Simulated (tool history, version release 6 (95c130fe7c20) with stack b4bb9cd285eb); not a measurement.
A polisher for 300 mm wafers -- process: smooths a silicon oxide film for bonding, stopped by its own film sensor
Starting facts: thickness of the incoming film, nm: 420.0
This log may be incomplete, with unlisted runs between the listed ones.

run	hour	flow of slurry (ml/min)	pressure of the wafer on the pad (psi)	speed of the pad under the wafer (m/s)	abrasive content of the slurry	target thickness at which the film sensor stops the polish (angstrom)	time until the film sensor stopped the polish (s)
1	0.0	225	1.4	0.84	1.0	4030	32.100
2	5.7	225	1.4	0.84	1.0	4030	32.396
3	13.4	195	1.4	0.84	1.0	4030	32.868
4	21.1	195	1.3	0.82	1.0	4030	35.505
5	27.7	195	1.3	0.98	1.0	4030	31.777
6	36.0	195	1.3	1.18	1.0	4030	27.445
7	39.2	195	1.2	1.14	1.0	4030	29.684
8	43.0	195	1.1	1.08	1.0	4030	31.820
9	47.7	195	1.0	1.02	1.0	4030	36.230

Expected results for the next run?
10	51.9	195	1.0	0.98	1.0	4030	?

{"run 10": {"time until the film sensor stopped the polish (s)": 37.664}}
